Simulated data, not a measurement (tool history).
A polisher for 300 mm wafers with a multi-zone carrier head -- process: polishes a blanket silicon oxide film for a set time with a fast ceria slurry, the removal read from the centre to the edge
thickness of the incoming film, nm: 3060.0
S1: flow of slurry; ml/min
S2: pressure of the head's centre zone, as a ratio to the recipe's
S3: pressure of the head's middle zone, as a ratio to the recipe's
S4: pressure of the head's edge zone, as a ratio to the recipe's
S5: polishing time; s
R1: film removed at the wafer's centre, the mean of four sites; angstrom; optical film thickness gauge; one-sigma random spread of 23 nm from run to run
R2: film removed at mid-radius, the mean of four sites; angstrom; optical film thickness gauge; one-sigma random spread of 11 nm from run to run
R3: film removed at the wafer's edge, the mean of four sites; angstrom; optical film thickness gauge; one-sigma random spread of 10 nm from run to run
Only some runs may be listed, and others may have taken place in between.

run 1 hour=0.0 | S1=230 S2=1.00 S3=1.00 S4=1.00 S5=69 | R1=13037 R2=13168 R3=13045
run 2 hour=2.6 | S1=205 S2=1.00 S3=1.00 S4=1.00 S5=69 | R1=13266 R2=13110 R3=12862
run 3 hour=9.1 | S1=215 S2=1.03 S3=1.04 S4=1.03 S5=70 | R1=13541 R2=14085 R3=13420
run 4 hour=10.7 | S1=170 S2=1.03 S3=1.04 S4=1.03 S5=70 | R1=13408 R2=13662 R3=13151
run 5 hour=12.7 | S1=190 S2=1.07 S3=1.05 S4=1.05 S5=70 | R1=14009 R2=13798 R3=13437
run 6 hour=13.5 | S1=190 S2=1.07 S3=0.98 S4=1.05 S5=70 | R1=13864 R2=13131 R3=13423
run 7 hour=16.6 | S1=205 S2=1.09 S3=1.02 S4=1.06 S5=70 | R1=14183 R2=13583 R3=13499

Run 8 has not been measured yet. What should we expect?
run 8 hour=21.3 | S1=205 S2=1.09 S3=1.02 S4=1.06 S5=70 | R1=? R2=? R3=?

Run 8 came out at R1 14196 angstrom, R2 13826 angstrom, R3 13517 angstrom.

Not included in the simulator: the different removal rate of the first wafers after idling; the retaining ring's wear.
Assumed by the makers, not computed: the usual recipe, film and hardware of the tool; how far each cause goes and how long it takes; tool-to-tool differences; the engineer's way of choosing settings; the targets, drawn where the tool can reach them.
